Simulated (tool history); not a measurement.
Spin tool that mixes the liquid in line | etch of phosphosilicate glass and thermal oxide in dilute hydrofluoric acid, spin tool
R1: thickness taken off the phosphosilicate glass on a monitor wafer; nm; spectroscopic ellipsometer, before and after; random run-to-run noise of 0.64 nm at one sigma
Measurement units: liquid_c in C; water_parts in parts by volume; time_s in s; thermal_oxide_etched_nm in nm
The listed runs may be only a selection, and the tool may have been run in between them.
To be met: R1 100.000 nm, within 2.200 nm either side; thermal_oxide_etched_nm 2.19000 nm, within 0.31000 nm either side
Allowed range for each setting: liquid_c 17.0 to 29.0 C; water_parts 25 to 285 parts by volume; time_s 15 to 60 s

{"run": 1, "hour": 0.0, "liquid_c": 21.0, "water_parts": 155, "time_s": 30, "R1": 34.112, "thermal_oxide_etched_nm": 0.70676}
{"run": 2, "hour": 3.1, "liquid_c": 21.0, "water_parts": 135, "time_s": 30, "R1": 39.216, "thermal_oxide_etched_nm": 0.83198}
{"run": 3, "hour": 10.6, "liquid_c": 22.0, "water_parts": 125, "time_s": 30, "R1": 44.045, "thermal_oxide_etched_nm": 0.97165}
{"run": 4, "hour": 18.6, "liquid_c": 22.0, "water_parts": 100, "time_s": 30, "R1": 56.925, "thermal_oxide_etched_nm": 1.3084}
{"run": 5, "hour": 23.0, "liquid_c": 23.5, "water_parts": 100, "time_s": 30, "R1": 61.481, "thermal_oxide_etched_nm": 1.4115}
{"run": 6, "hour": 24.0, "liquid_c": 24.0, "water_parts": 95, "time_s": 30, "R1": 65.575, "thermal_oxide_etched_nm": 1.3745}
{"run": 7, "hour": 25.4, "liquid_c": 26.5, "water_parts": 45, "time_s": 30, "R1": 163.28, "thermal_oxide_etched_nm": 3.5791}
{"run": 8, "hour": 31.0, "liquid_c": 26.0, "water_parts": 45, "time_s": 30, "R1": 161.84, "thermal_oxide_etched_nm": 3.6768}
{"run": 9, "hour": 35.1, "liquid_c": 25.0, "water_parts": 45, "time_s": 30, "R1": 154.93, "thermal_oxide_etched_nm": 3.5804}
{"run": 10, "hour": 40.6, "liquid_c": 25.0, "water_parts": 45, "time_s": 30, "R1": 155.56, "thermal_oxide_etched_nm": 3.4156}
{"run": 11, "hour": 45.1, "liquid_c": 24.0, "water_parts": 45, "time_s": 30, "R1": 147.26, "thermal_oxide_etched_nm": 3.1509}

Of the 5 settings listed for the next run, only one would bring every result within its allowed miss of target. Which one?
{"run": "A", "hour": 49.6, "liquid_c": 17.5, "water_parts": 25, "time_s": 15, "R1": "?", "thermal_oxide_etched_nm": "?"}
{"run": "B", "hour": 49.6, "liquid_c": 17.0, "water_parts": 70, "time_s": 45, "R1": "?", "thermal_oxide_etched_nm": "?"}
{"run": "C", "hour": 49.6, "liquid_c": 19.5, "water_parts": 35, "time_s": 20, "R1": "?", "thermal_oxide_etched_nm": "?"}
{"run": "D", "hour": 49.6, "liquid_c": 24.0, "water_parts": 75, "time_s": 35, "R1": "?", "thermal_oxide_etched_nm": "?"}
{"run": "E", "hour": 49.6, "liquid_c": 17.0, "water_parts": 40, "time_s": 25, "R1": "?", "thermal_oxide_etched_nm": "?"}

move=A R1=105.160 thermal_oxide_etched_nm=2.26780
move=B R1=104.850 thermal_oxide_etched_nm=2.26100
move=C R1=108.020 thermal_oxide_etched_nm=2.32940
move=D R1=101.280 thermal_oxide_etched_nm=2.18400
move=E R1=105.380 thermal_oxide_etched_nm=2.27250
A: closes in on the targets versus the last run, not all within tolerance yet
B: closes in on the targets versus the last run, not all within tolerance yet
C: closes in on the targets versus the last run, not all within tolerance yet
D: meets every target
E: closes in on the targets versus the last run, not all within tolerance yet
The right move is D.
